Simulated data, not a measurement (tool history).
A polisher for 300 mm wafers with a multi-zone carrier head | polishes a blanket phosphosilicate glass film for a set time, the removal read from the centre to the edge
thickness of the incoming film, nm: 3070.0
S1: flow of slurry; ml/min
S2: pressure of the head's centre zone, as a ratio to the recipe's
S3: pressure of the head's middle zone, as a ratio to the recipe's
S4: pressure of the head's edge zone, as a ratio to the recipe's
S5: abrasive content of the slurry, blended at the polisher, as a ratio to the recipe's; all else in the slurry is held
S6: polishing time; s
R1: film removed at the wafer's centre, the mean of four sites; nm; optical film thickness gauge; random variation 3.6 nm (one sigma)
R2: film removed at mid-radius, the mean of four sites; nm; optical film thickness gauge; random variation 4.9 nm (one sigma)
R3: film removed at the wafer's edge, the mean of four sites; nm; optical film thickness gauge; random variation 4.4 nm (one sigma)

run,hour,S1,S2,S3,S4,S5,S6,R1,R2,R3
1,0.0,305,1.00,1.00,1.00,1.00,76,736.21,732.16,730.41
2,0.7,305,0.93,1.00,1.00,1.00,76,690.23,743.67,730.08
3,1.3,305,0.93,1.00,1.04,1.00,76,694.26,726.51,739.00
4,7.1,290,0.90,0.99,1.07,0.90,68,568.35,585.74,629.32
5,16.1,275,0.88,1.00,1.09,0.80,63,468.40,516.33,539.30
6,18.3,305,0.88,1.00,1.09,0.80,63,469.01,517.74,554.51
7,25.6,300,0.87,0.98,1.09,0.75,60,422.29,476.97,503.52
8,30.0,290,0.87,0.94,1.10,0.70,59,392.22,426.49,484.28
9,34.6,280,0.82,0.85,1.00,0.50,56,263.43,273.00,325.69
10,35.3,280,0.82,0.85,1.00,0.50,56,267.97,273.85,315.29
11,40.9,290,0.84,0.87,1.04,0.50,55,263.76,274.64,324.25
12,46.7,290,0.86,0.89,1.07,0.50,55,270.64,280.26,318.53

The next listed run, before its measurement:
13,51.0,290,0.86,0.89,1.08,0.55,55,?,?,?

R1: 301.41 nm
R2: 310.18 nm
R3: 358.40 nm
